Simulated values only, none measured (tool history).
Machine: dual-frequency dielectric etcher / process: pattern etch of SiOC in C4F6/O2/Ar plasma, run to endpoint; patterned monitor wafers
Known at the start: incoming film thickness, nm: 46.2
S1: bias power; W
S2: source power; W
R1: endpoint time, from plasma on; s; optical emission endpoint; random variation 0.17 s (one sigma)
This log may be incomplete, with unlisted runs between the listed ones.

{"run": 1, "day": 0.0, "S1": 534, "S2": 380, "R1": 16.932}
{"run": 2, "day": 0.229, "S1": 467, "S2": 340, "R1": 18.6}
{"run": 3, "day": 0.408, "S1": 467, "S2": 380, "R1": 17.711}
{"run": 4, "day": 0.658, "S1": 421, "S2": 340, "R1": 19.606}
{"run": 5, "day": 0.725, "S1": 391, "S2": 330, "R1": 20.311}
{"run": 6, "day": 0.8, "S1": 370, "S2": 320, "R1": 21.285}
{"run": 7, "day": 0.85, "S1": 370, "S2": 320, "R1": 21.062}

For run 8, what comes out?
{"run": 8, "day": 1.021, "S1": 356, "S2": 320, "R1": "?"}

R1: 21.784 s

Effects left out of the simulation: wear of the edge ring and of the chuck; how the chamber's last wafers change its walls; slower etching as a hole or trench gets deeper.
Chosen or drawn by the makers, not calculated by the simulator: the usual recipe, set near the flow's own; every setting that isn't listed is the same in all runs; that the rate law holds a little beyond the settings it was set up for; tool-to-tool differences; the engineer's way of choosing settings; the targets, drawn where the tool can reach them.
